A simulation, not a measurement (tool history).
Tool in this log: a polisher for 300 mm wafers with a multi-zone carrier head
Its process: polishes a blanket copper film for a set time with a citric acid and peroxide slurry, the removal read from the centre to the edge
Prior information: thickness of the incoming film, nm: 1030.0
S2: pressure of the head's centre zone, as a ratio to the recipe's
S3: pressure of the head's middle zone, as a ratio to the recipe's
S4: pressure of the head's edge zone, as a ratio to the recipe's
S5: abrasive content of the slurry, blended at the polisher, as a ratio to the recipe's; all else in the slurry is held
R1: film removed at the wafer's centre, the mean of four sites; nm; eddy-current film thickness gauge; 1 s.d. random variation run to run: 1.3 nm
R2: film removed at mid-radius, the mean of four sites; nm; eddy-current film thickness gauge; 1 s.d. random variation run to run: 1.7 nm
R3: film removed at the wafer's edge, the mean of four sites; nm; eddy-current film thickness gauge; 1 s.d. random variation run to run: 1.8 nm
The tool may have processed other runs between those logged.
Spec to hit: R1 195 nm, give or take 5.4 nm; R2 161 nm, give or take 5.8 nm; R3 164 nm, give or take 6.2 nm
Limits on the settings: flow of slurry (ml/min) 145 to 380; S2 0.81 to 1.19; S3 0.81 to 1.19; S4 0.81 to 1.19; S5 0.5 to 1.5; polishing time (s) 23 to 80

run 1 hour=0 | flow_of_slurry_(ml/min)=245 S2=1 S3=1 S4=1 S5=1 polishing_time_(s)=51 | R1=145.48 R2=136.62 R3=143.93
run 2 hour=8.5 | flow_of_slurry_(ml/min)=245 S2=1.03 S3=1 S4=1 S5=1 polishing_time_(s)=51 | R1=146.98 R2=136.59 R3=143.05
run 3 hour=10.4 | flow_of_slurry_(ml/min)=245 S2=1.03 S3=1 S4=1 S5=1 polishing_time_(s)=46 | R1=134.58 R2=122.01 R3=128.98
run 4 hour=16 | flow_of_slurry_(ml/min)=245 S2=1.03 S3=1 S4=1 S5=1 polishing_time_(s)=51 | R1=145.47 R2=136.75 R3=143.17
run 5 hour=24.3 | flow_of_slurry_(ml/min)=205 S2=1.03 S3=1 S4=1 S5=1 polishing_time_(s)=51 | R1=141.01 R2=133.14 R3=136.22
run 6 hour=28.2 | flow_of_slurry_(ml/min)=205 S2=1.07 S3=1 S4=1 S5=1 polishing_time_(s)=51 | R1=147.95 R2=129.7 R3=139.06
run 7 hour=30.2 | flow_of_slurry_(ml/min)=245 S2=1.11 S3=1.04 S4=0.99 S5=1.05 polishing_time_(s)=51 | R1=159.35 R2=144.54 R3=144.37
run 8 hour=31.8 | flow_of_slurry_(ml/min)=275 S2=1.13 S3=1.03 S4=0.98 S5=1.1 polishing_time_(s)=51 | R1=168.82 R2=144.21 R3=144.27

Which of these 4 next moves meets every target?
run A hour=33.4 | flow_of_slurry_(ml/min)=260 S2=1.17 S3=1 S4=0.98 S5=1.15 polishing_time_(s)=57 | R1=? R2=? R3=?
run B hour=33.4 | flow_of_slurry_(ml/min)=315 S2=1.13 S3=1.06 S4=0.92 S5=1 polishing_time_(s)=59 | R1=? R2=? R3=?
run C hour=33.4 | flow_of_slurry_(ml/min)=280 S2=1.09 S3=1.06 S4=1.04 S5=1.05 polishing_time_(s)=61 | R1=? R2=? R3=?
run D hour=33.4 | flow_of_slurry_(ml/min)=275 S2=1.05 S3=0.97 S4=1.12 S5=1.1 polishing_time_(s)=59 | R1=? R2=? R3=?

move=A R1=193.73 R2=158.76 R3=163.56
move=B R1=195.57 R2=173.76 R3=164.39
move=C R1=192.76 R2=177.96 R3=178.3
move=D R1=180.3 R2=160.52 R3=179.64
A: hits every target within its allowed miss
B: brings the result that was furthest off to its target, and leaves another outside
C: brings the result that was furthest off to its target, and leaves another outside
D: gains on the last run, yet a result remains outside its allowed miss
The right move is A.
